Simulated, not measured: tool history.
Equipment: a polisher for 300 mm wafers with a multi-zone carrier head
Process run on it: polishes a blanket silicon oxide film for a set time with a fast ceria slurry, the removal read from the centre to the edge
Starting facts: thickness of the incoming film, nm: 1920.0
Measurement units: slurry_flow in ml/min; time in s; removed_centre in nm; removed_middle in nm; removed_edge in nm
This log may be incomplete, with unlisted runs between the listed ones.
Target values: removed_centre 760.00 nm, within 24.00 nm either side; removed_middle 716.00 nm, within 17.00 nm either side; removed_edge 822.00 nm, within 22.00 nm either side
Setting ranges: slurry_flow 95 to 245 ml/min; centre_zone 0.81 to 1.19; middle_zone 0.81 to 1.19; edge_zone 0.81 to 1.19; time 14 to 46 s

run,hour,slurry_flow,centre_zone,middle_zone,edge_zone,time,removed_centre,removed_middle,removed_edge
1,0.0,155,1.00,1.00,1.00,30,712.15,733.17,718.98
2,4.2,155,1.00,1.05,1.00,30,713.39,755.36,733.26
3,6.8,180,1.00,1.05,1.00,30,740.65,772.69,738.44
4,10.7,140,1.00,1.05,1.00,30,706.19,736.76,712.29
5,11.4,140,0.96,1.05,1.00,30,675.26,741.10,716.35
6,19.5,145,0.97,1.03,1.03,30,682.53,737.49,719.28
7,21.8,140,0.97,1.00,1.05,31,706.74,738.28,756.29
8,28.7,140,0.98,0.99,1.07,31,702.32,724.00,754.27
9,35.4,145,0.99,0.98,1.09,31,723.39,722.04,767.67
10,43.5,145,0.99,0.98,1.10,31,724.21,717.84,774.85

Which single option among these 5 for the next run brings every result within its allowed miss of target? Just one does.
A,51.6,95,0.93,0.84,1.19,37,?,?,?
B,51.6,170,1.00,0.94,1.17,31,?,?,?
C,51.6,145,0.91,0.83,1.19,33,?,?,?
D,51.6,150,1.02,1.02,1.10,30,?,?,?
E,51.6,165,0.90,0.91,1.13,32,?,?,?

move,removed_centre,removed_middle,removed_edge
A,698.13,671.64,896.25
B,749.26,718.45,826.01
C,699.22,668.80,868.06
D,719.98,726.78,761.17
E,691.04,718.29,835.13
A: the result that was furthest off in the last run now lies on the other side of its target
B: each result inside its tolerance
C: the result that was furthest off in the last run now lies on the other side of its target
D: moves away from the targets compared with the last run
E: brings the last run's worst result on target, with another outside its allowed miss
B meets every target.

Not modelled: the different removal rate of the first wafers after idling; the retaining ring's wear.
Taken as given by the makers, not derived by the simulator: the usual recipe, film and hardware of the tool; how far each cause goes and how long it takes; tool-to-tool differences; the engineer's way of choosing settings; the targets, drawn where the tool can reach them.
